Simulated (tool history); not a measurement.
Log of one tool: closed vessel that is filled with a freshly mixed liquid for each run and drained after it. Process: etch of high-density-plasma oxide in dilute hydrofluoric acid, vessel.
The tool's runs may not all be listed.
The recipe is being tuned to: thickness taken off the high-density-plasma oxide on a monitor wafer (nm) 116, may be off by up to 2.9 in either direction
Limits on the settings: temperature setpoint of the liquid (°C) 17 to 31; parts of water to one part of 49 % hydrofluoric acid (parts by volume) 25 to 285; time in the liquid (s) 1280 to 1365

| run | hour | temperature setpoint of the liquid (°C) | parts of water to one part of 49 % hydrofluoric acid (parts by volume) | time in the liquid (s) | thickness taken off the high-density-plasma oxide on a monitor wafer (nm) |
|---|---|---|---|---|---|
| 1 | 0 | 23 | 155 | 1280 | 34.94 |
| 2 | 5.5 | 24 | 140 | 1280 | 41.181 |
| 3 | 8.6 | 24.5 | 130 | 1280 | 45.336 |
| 4 | 11.7 | 24.5 | 90 | 1280 | 69.241 |
| 5 | 18.9 | 24.5 | 90 | 1365 | 74.049 |
| 6 | 21.8 | 28 | 90 | 1365 | 85.484 |
| 7 | 25.6 | 28.5 | 90 | 1365 | 87.001 |
| 8 | 32.3 | 29 | 90 | 1365 | 88.794 |
| 9 | 34.5 | 30 | 75 | 1365 | 112.26 |
| 10 | 39.3 | 30 | 75 | 1365 | 112.62 |

Which single option among these 5 for the next run brings every result within its allowed miss of target? Just one does.
| A | 44.1 | 29 | 65 | 1360 | ? |
| B | 44.1 | 30.5 | 70 | 1340 | ? |
| C | 44.1 | 26 | 65 | 1310 | ? |
| D | 44.1 | 27 | 65 | 1365 | ? |
| E | 44.1 | 31 | 70 | 1325 | ? |

| move | thickness taken off the high-density-plasma oxide on a monitor wafer (nm) |
|---|---|
| A | 126.82 |
| B | 122.06 |
| C | 108.51 |
| D | 117.66 |
| E | 123.02 |
A: takes the result that was furthest off past its target
B: takes the result that was furthest off past its target
C: moves away from the targets compared with the last run
D: each result inside its tolerance
E: takes the result that was furthest off past its target
D is the move that brings every result within its allowed miss.
